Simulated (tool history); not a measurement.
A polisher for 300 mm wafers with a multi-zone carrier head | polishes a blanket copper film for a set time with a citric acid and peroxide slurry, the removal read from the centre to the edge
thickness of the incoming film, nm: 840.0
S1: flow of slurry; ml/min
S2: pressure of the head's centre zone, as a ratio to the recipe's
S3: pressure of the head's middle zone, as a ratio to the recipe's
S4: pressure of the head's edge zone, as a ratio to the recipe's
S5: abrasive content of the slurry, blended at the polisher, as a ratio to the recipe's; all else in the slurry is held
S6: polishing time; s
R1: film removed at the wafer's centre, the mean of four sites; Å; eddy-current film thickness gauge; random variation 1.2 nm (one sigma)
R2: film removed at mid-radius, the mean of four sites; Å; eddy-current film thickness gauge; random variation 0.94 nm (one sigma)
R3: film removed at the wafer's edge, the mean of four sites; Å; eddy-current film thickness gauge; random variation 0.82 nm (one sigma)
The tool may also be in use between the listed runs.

{"run": 1, "hour": 0.0, "S1": 170, "S2": 1, "S3": 1, "S4": 1, "S5": 1, "S6": 64, "R1": 1835.4, "R2": 1878.7, "R3": 1976.2}
{"run": 2, "hour": 6.4, "S1": 170, "S2": 0.94, "S3": 1, "S4": 1, "S5": 1, "S6": 64, "R1": 1748.3, "R2": 1902, "R3": 1947.5}
{"run": 3, "hour": 11.5, "S1": 170, "S2": 0.94, "S3": 0.96, "S4": 1, "S5": 1, "S6": 64, "R1": 1750.6, "R2": 1835.4, "R3": 1959.5}
{"run": 4, "hour": 16.4, "S1": 170, "S2": 0.94, "S3": 0.96, "S4": 0.95, "S5": 1, "S6": 64, "R1": 1766, "R2": 1803.6, "R3": 1908.4}
{"run": 5, "hour": 17.5, "S1": 160, "S2": 0.91, "S3": 0.98, "S4": 0.91, "S5": 0.85, "S6": 59, "R1": 1504.5, "R2": 1652.4, "R3": 1666.2}
{"run": 6, "hour": 20.7, "S1": 160, "S2": 0.91, "S3": 0.98, "S4": 0.88, "S5": 0.75, "S6": 55, "R1": 1368.3, "R2": 1512.7, "R3": 1492.3}
{"run": 7, "hour": 21.2, "S1": 155, "S2": 0.91, "S3": 0.98, "S4": 0.86, "S5": 0.7, "S6": 53, "R1": 1319.6, "R2": 1443.1, "R3": 1391.5}
{"run": 8, "hour": 28.0, "S1": 110, "S2": 0.82, "S3": 0.94, "S4": 0.81, "S5": 0.5, "S6": 51, "R1": 1023.7, "R2": 1191.2, "R3": 1202.7}
{"run": 9, "hour": 30.5, "S1": 120, "S2": 0.84, "S3": 0.95, "S4": 0.81, "S5": 0.5, "S6": 50, "R1": 1034, "R2": 1205.7, "R3": 1184.6}

Run 10 comes next. What will it give?
{"run": 10, "hour": 38.6, "S1": 130, "S2": 0.85, "S3": 0.95, "S4": 0.81, "S5": 0.5, "S6": 50, "R1": "?", "R2": "?", "R3": "?"}

Run 10 gave R1 1066.5 Å, R2 1214.7 Å, R3 1215.2 Å.

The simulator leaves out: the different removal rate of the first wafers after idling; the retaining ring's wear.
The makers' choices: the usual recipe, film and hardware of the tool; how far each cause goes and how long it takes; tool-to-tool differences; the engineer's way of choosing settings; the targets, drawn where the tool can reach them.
